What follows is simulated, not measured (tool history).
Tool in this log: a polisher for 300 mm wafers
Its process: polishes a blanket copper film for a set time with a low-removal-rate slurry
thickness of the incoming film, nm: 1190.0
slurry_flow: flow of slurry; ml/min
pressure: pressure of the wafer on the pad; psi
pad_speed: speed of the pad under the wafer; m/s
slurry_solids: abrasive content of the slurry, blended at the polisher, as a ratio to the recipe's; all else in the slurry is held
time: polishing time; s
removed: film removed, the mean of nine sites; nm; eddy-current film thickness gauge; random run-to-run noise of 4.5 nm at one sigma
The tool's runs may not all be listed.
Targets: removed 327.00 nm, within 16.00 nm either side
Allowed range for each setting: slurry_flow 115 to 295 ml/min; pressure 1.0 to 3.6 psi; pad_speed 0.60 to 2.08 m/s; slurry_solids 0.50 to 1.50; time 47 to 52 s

| run | day | slurry_flow | pressure | pad_speed | slurry_solids | time | removed |
|---|---|---|---|---|---|---|---|
| 1 | 0.000 | 190 | 2.3 | 1.34 | 1.00 | 52 | 154.20 |
| 2 | 0.083 | 190 | 2.3 | 1.34 | 1.00 | 52 | 155.13 |
| 3 | 0.442 | 190 | 2.6 | 1.40 | 1.00 | 52 | 179.81 |
| 4 | 0.725 | 190 | 2.6 | 1.40 | 0.85 | 52 | 172.36 |
| 5 | 0.967 | 165 | 2.6 | 1.40 | 0.85 | 52 | 168.62 |
| 6 | 1.317 | 165 | 2.6 | 1.18 | 0.85 | 52 | 142.63 |
| 7 | 1.517 | 170 | 2.8 | 1.30 | 0.85 | 52 | 165.58 |
| 8 | 1.608 | 175 | 3.0 | 1.42 | 0.85 | 52 | 202.04 |
| 9 | 1.942 | 180 | 3.1 | 1.48 | 0.85 | 52 | 210.05 |
| 10 | 2.212 | 180 | 3.1 | 1.48 | 0.85 | 52 | 216.31 |
| 11 | 2.242 | 180 | 3.1 | 1.48 | 0.85 | 52 | 215.08 |
| 12 | 2.271 | 185 | 3.6 | 1.78 | 0.90 | 52 | 306.15 |

Below are 5 possible settings for the next run. Only one of them brings all results inside the allowed miss of their targets. Which is it?
| A | 2.300 | 160 | 3.6 | 1.74 | 1.00 | 52 | ? |
| B | 2.300 | 210 | 3.3 | 1.76 | 0.85 | 52 | ? |
| C | 2.300 | 175 | 3.6 | 1.96 | 0.80 | 52 | ? |
| D | 2.300 | 190 | 3.5 | 1.90 | 0.95 | 48 | ? |
| E | 2.300 | 160 | 3.6 | 1.92 | 0.80 | 48 | ? |

| move | removed |
|---|---|
| A | 293.33 |
| B | 275.83 |
| C | 321.05 |
| D | 292.58 |
| E | 285.89 |
A: moves away from the targets compared with the last run
B: moves away from the targets compared with the last run
C: meets every target
D: moves away from the targets compared with the last run
E: moves away from the targets compared with the last run
Go with C: it meets all targets.
